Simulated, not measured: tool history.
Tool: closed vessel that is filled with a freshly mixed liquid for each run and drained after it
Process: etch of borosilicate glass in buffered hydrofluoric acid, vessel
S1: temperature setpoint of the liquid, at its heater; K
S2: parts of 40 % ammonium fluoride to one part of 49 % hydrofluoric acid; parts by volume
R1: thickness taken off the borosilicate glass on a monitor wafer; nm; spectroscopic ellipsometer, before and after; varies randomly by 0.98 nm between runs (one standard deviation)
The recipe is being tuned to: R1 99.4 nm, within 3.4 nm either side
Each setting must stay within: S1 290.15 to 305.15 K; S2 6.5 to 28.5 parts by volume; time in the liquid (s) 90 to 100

{"run": 1, "hour": 0.0, "S1": 298.15, "S2": 17.5, "time in the liquid (s)": 90, "R1": 73.565}
{"run": 2, "hour": 4.4, "S1": 296.15, "S2": 17.5, "time in the liquid (s)": 90, "R1": 66.775}
{"run": 3, "hour": 12.5, "S1": 298.15, "S2": 17.5, "time in the liquid (s)": 90, "R1": 74.691}
{"run": 4, "hour": 15.6, "S1": 298.15, "S2": 17.5, "time in the liquid (s)": 90, "R1": 74.564}
{"run": 5, "hour": 20.7, "S1": 298.15, "S2": 17.5, "time in the liquid (s)": 100, "R1": 82.329}
{"run": 6, "hour": 21.6, "S1": 298.15, "S2": 17.5, "time in the liquid (s)": 90, "R1": 73.857}
{"run": 7, "hour": 30.5, "S1": 299.65, "S2": 17.5, "time in the liquid (s)": 90, "R1": 82.254}
{"run": 8, "hour": 35.2, "S1": 300.15, "S2": 17.5, "time in the liquid (s)": 90, "R1": 82.92}
{"run": 9, "hour": 43.5, "S1": 300.65, "S2": 17.5, "time in the liquid (s)": 90, "R1": 85.404}
{"run": 10, "hour": 52.1, "S1": 301.15, "S2": 17.5, "time in the liquid (s)": 90, "R1": 87.411}
{"hour": 56.9, "done": "hydrofluoric acid flow meter replaced"}
{"run": 11, "hour": 56.9, "S1": 301.65, "S2": 17.5, "time in the liquid (s)": 90, "R1": 80.536}

Pick the move, out of 5, that brings all results within their allowed miss; only one does.
{"run": "A", "hour": 61.7, "S1": 301.65, "S2": 16, "time in the liquid (s)": 100, "R1": "?"}
{"run": "B", "hour": 61.7, "S1": 303.65, "S2": 19, "time in the liquid (s)": 100, "R1": "?"}
{"run": "C", "hour": 61.7, "S1": 298.15, "S2": 12, "time in the liquid (s)": 100, "R1": "?"}
{"run": "D", "hour": 61.7, "S1": 299.15, "S2": 16.5, "time in the liquid (s)": 90, "R1": "?"}
{"run": "E", "hour": 61.7, "S1": 301.65, "S2": 15, "time in the liquid (s)": 90, "R1": "?"}

move=A R1=99.254
move=B R1=92.957
move=C R1=109.63
move=D R1=75.953
move=E R1=95.209
A: every result lands within tolerance
B: nearer the targets than the last run, but a result is still out of spec
C: takes the biggest miss from the last run beyond its target
D: its largest miss is bigger than the last run's
E: nearer the targets than the last run, but a result is still out of spec
A is the move that brings every result within its allowed miss.
